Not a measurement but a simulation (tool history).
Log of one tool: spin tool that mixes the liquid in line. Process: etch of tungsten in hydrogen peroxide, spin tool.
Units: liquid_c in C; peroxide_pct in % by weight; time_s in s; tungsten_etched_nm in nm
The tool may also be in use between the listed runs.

Run 1, hour 0: liquid_c 48 C, peroxide_pct 17 % by weight, time_s 55 s. Result: tungsten_etched_nm 36.772 nm.
Run 2, hour 8: liquid_c 48 C, peroxide_pct 15 % by weight, time_s 55 s. Result: tungsten_etched_nm 34.924 nm.
Run 3, hour 13.6: liquid_c 52 C, peroxide_pct 15 % by weight, time_s 55 s. Result: tungsten_etched_nm 44.883 nm.
Run 4, hour 16.7: liquid_c 53.5 C, peroxide_pct 15 % by weight, time_s 55 s. Result: tungsten_etched_nm 48.918 nm.
Run 5, hour 21: liquid_c 53.5 C, peroxide_pct 12.5 % by weight, time_s 55 s. Result: tungsten_etched_nm 43.855 nm.
Run 6, hour 27.8: liquid_c 55 C, peroxide_pct 12.5 % by weight, time_s 55 s. Result: tungsten_etched_nm 47.662 nm.
Run 7, hour 32: liquid_c 56.5 C, peroxide_pct 12.5 % by weight, time_s 55 s. Result: tungsten_etched_nm 53.654 nm.

Run 8 comes next. What will it give?
Run 8, hour 37.4: liquid_c 57 C, peroxide_pct 12.5 % by weight, time_s 55 s. Result: tungsten_etched_nm ?.

Run 8 gave tungsten_etched_nm 54.039 nm.

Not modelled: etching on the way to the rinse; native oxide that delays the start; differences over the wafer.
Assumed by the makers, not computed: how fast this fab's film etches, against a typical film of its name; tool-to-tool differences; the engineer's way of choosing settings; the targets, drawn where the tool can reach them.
